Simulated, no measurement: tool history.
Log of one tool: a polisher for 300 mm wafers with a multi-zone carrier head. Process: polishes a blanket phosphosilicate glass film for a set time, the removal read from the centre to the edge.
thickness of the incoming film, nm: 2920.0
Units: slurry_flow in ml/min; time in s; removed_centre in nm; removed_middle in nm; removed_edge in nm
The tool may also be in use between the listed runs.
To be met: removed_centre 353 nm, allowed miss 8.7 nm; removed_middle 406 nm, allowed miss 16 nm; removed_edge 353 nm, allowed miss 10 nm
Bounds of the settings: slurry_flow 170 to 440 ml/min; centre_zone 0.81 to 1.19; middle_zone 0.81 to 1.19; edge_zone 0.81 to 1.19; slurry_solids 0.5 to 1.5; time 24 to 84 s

{"run": 1, "hour": 0.0, "slurry_flow": 280, "centre_zone": 1, "middle_zone": 1, "edge_zone": 1, "slurry_solids": 1, "time": 54, "removed_centre": 489.78, "removed_middle": 501.9, "removed_edge": 513.54}
{"run": 2, "hour": 8.1, "slurry_flow": 285, "centre_zone": 0.99, "middle_zone": 1.02, "edge_zone": 0.96, "slurry_solids": 0.85, "time": 53, "removed_centre": 454.51, "removed_middle": 470.68, "removed_edge": 464.39}
{"run": 3, "hour": 10.3, "slurry_flow": 285, "centre_zone": 0.97, "middle_zone": 1.04, "edge_zone": 0.93, "slurry_solids": 0.75, "time": 52, "removed_centre": 414.29, "removed_middle": 451.89, "removed_edge": 424.11}
{"run": 4, "hour": 12.7, "slurry_flow": 285, "centre_zone": 0.97, "middle_zone": 1.04, "edge_zone": 0.98, "slurry_solids": 0.75, "time": 52, "removed_centre": 418.54, "removed_middle": 449.68, "removed_edge": 430.12}
{"run": 5, "hour": 15.9, "slurry_flow": 285, "centre_zone": 0.97, "middle_zone": 1.11, "edge_zone": 0.98, "slurry_solids": 0.75, "time": 52, "removed_centre": 419.98, "removed_middle": 470.4, "removed_edge": 431.16}
{"run": 6, "hour": 18.5, "slurry_flow": 280, "centre_zone": 0.96, "middle_zone": 1.1, "edge_zone": 0.95, "slurry_solids": 0.7, "time": 52, "removed_centre": 404.42, "removed_middle": 463.07, "removed_edge": 412.61}
{"run": 7, "hour": 19.8, "slurry_flow": 275, "centre_zone": 0.95, "middle_zone": 1.08, "edge_zone": 0.93, "slurry_solids": 0.65, "time": 52, "removed_centre": 389.93, "removed_middle": 428.74, "removed_edge": 402.51}
{"run": 8, "hour": 27.9, "slurry_flow": 260, "centre_zone": 0.94, "middle_zone": 1.16, "edge_zone": 0.83, "slurry_solids": 0.5, "time": 51, "removed_centre": 338.53, "removed_middle": 408.69, "removed_edge": 338.12}
{"run": 9, "hour": 34.3, "slurry_flow": 270, "centre_zone": 0.94, "middle_zone": 1.15, "edge_zone": 0.84, "slurry_solids": 0.5, "time": 51, "removed_centre": 341.15, "removed_middle": 407.29, "removed_edge": 338.71}
{"run": 10, "hour": 38.3, "slurry_flow": 290, "centre_zone": 0.96, "middle_zone": 1.12, "edge_zone": 0.92, "slurry_solids": 0.55, "time": 51, "removed_centre": 365.4, "removed_middle": 411.64, "removed_edge": 369.01}
{"run": 11, "hour": 44.8, "slurry_flow": 285, "centre_zone": 0.96, "middle_zone": 1.12, "edge_zone": 0.91, "slurry_solids": 0.55, "time": 51, "removed_centre": 359.97, "removed_middle": 417.68, "removed_edge": 366.39}
{"run": 12, "hour": 49.3, "slurry_flow": 280, "centre_zone": 0.96, "middle_zone": 1.12, "edge_zone": 0.9, "slurry_solids": 0.55, "time": 51, "removed_centre": 363.42, "removed_middle": 407.55, "removed_edge": 362.62}

4 next moves are on the table. One of them brings every result within its allowed miss. Which?
{"run": "A", "hour": 53.8, "slurry_flow": 255, "centre_zone": 0.97, "middle_zone": 1.14, "edge_zone": 0.91, "slurry_solids": 0.55, "time": 50, "removed_centre": "?", "removed_middle": "?", "removed_edge": "?"}
{"run": "B", "hour": 53.8, "slurry_flow": 300, "centre_zone": 0.97, "middle_zone": 1.03, "edge_zone": 0.92, "slurry_solids": 0.5, "time": 54, "removed_centre": "?", "removed_middle": "?", "removed_edge": "?"}
{"run": "C", "hour": 53.8, "slurry_flow": 255, "centre_zone": 1.04, "middle_zone": 1.12, "edge_zone": 0.92, "slurry_solids": 0.55, "time": 51, "removed_centre": "?", "removed_middle": "?", "removed_edge": "?"}
{"run": "D", "hour": 53.8, "slurry_flow": 280, "centre_zone": 1.04, "middle_zone": 1.09, "edge_zone": 0.99, "slurry_solids": 0.5, "time": 53, "removed_centre": "?", "removed_middle": "?", "removed_edge": "?"}

move=A removed_centre=352.55 removed_middle=402.5 removed_edge=358.9
move=B removed_centre=374.2 removed_middle=391.27 removed_edge=381.27
move=C removed_centre=378.97 removed_middle=404.24 removed_edge=368.02
move=D removed_centre=384.08 removed_middle=399.83 removed_edge=384.87
A: meets every target
B: further off than the last run
C: further off than the last run
D: further off than the last run
Answer: A

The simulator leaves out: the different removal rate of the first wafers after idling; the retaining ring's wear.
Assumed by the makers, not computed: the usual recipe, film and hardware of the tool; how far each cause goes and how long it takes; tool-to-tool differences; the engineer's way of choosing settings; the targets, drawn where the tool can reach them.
